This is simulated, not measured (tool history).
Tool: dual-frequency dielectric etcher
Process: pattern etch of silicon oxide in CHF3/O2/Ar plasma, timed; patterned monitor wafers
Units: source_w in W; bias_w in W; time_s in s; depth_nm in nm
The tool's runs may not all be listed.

run 1 hour=0.0 | source_w=600 bias_w=223 time_s=337.5 | depth_nm=734.57
run 2 hour=8.7 | source_w=620 bias_w=226 time_s=337.5 | depth_nm=757.01
run 3 hour=14.4 | source_w=520 bias_w=226 time_s=337.5 | depth_nm=730.67
run 4 hour=18.4 | source_w=520 bias_w=197 time_s=337.5 | depth_nm=669.13
run 5 hour=19.9 | source_w=520 bias_w=197 time_s=308.5 | depth_nm=613.21
run 6 hour=22.5 | source_w=540 bias_w=206 time_s=309.5 | depth_nm=639.36
run 7 hour=25.7 | source_w=560 bias_w=215 time_s=310.5 | depth_nm=657.67
run 8 hour=27.8 | source_w=570 bias_w=224 time_s=311.5 | depth_nm=678.44
run 9 hour=33.6 | source_w=590 bias_w=232 time_s=312.5 | depth_nm=697.34
run 10 hour=35.0 | source_w=600 bias_w=239 time_s=313.5 | depth_nm=722.95
run 11 hour=42.6 | source_w=610 bias_w=244 time_s=314.0 | depth_nm=727.84

Forecast run 12:
run 12 hour=43.6 | source_w=620 bias_w=249 time_s=315.0 | depth_nm=?

depth_nm: 740.32 nm
